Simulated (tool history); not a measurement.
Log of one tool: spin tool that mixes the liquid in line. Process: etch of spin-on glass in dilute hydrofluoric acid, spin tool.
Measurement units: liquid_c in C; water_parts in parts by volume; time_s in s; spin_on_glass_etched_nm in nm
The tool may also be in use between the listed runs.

run 1 hour=0 | liquid_c=26 water_parts=210 time_s=285 | spin_on_glass_etched_nm=46.045
run 2 hour=1 | liquid_c=26 water_parts=275 time_s=285 | spin_on_glass_etched_nm=32.899
run 3 hour=3.2 | liquid_c=26 water_parts=225 time_s=285 | spin_on_glass_etched_nm=42.453
run 4 hour=7 | liquid_c=27 water_parts=210 time_s=285 | spin_on_glass_etched_nm=47.787
run 5 hour=11.3 | liquid_c=27 water_parts=175 time_s=285 | spin_on_glass_etched_nm=59.962
run 6 hour=12.2 | liquid_c=27 water_parts=125 time_s=285 | spin_on_glass_etched_nm=88.675

Run 7 comes next. What will it give?
run 7 hour=19.6 | liquid_c=27.5 water_parts=125 time_s=285 | spin_on_glass_etched_nm=?

{"run 7": {"spin_on_glass_etched_nm": 91.041}}
